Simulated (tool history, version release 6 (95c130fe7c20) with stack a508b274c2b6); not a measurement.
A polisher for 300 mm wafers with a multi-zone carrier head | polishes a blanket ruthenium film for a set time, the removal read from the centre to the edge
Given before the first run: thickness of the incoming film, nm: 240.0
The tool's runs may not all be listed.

run,hour,flow of slurry (ml/min),pressure of the head's centre zone,pressure of the head's middle zone,pressure of the head's edge zone,polishing time (s),film removed at the wafer's centre (angstrom),film removed at mid-radius (angstrom),film removed at the wafer's edge (angstrom)
1,0,295,1,1,1,86,579.47,612.92,602.1
2,1,295,1,1,1.06,86,598.89,609.4,611.99
3,7.3,295,1,1,1.1,86,586.16,617.44,612.54
4,10.2,295,1,1,1.15,86,575.36,616.36,620.18
5,12.2,295,1,0.99,1.15,89,603.69,628.69,652.69
6,20.4,370,1,0.99,1.15,89,622.2,632.46,645.79
7,28.1,365,1,0.98,1.15,92,637.5,655.79,683.06
8,36.1,365,1,0.98,1.15,94,650.85,671.41,688.1
9,37.8,360,1,0.97,1.15,96,665.28,681.42,704.25
10,39.3,355,1,0.96,1.15,98,688.01,686.33,719.36

Run 11 is up next; what results do you expect?
11,43.5,350,1,0.96,1.15,100,?,?,?

{"run 11": {"film removed at the wafer's centre (angstrom)": 693.8, "film removed at mid-radius (angstrom)": 700.28, "film removed at the wafer's edge (angstrom)": 733.63}}
